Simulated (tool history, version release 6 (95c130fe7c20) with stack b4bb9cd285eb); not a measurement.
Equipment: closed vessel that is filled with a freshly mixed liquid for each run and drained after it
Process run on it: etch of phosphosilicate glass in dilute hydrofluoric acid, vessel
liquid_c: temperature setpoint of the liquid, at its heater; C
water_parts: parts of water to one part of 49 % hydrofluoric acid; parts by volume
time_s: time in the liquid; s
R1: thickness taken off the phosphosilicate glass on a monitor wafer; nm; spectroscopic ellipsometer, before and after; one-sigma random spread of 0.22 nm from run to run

Run 1, hour 0: liquid_c 21 C, water_parts 185 parts by volume, time_s 160 s. Result: R1 53.838 nm.
Run 2, hour 3.5: liquid_c 20.5 C, water_parts 190 parts by volume, time_s 160 s. Result: R1 50.692 nm.
Run 3, hour 6.7: liquid_c 20.5 C, water_parts 190 parts by volume, time_s 170 s. Result: R1 54.119 nm.
Run 4, hour 8.1: liquid_c 20.5 C, water_parts 190 parts by volume, time_s 170 s. Result: R1 53.898 nm.
Run 5, hour 9.5: liquid_c 19 C, water_parts 190 parts by volume, time_s 170 s. Result: R1 51.1 nm.
Run 6, hour 12.5: liquid_c 19 C, water_parts 195 parts by volume, time_s 170 s. Result: R1 49.257 nm.

Expected results for the next run?
Run 7, hour 14.3: liquid_c 19 C, water_parts 200 parts by volume, time_s 170 s. Result: R1 ?.

R1: 47.978 nm
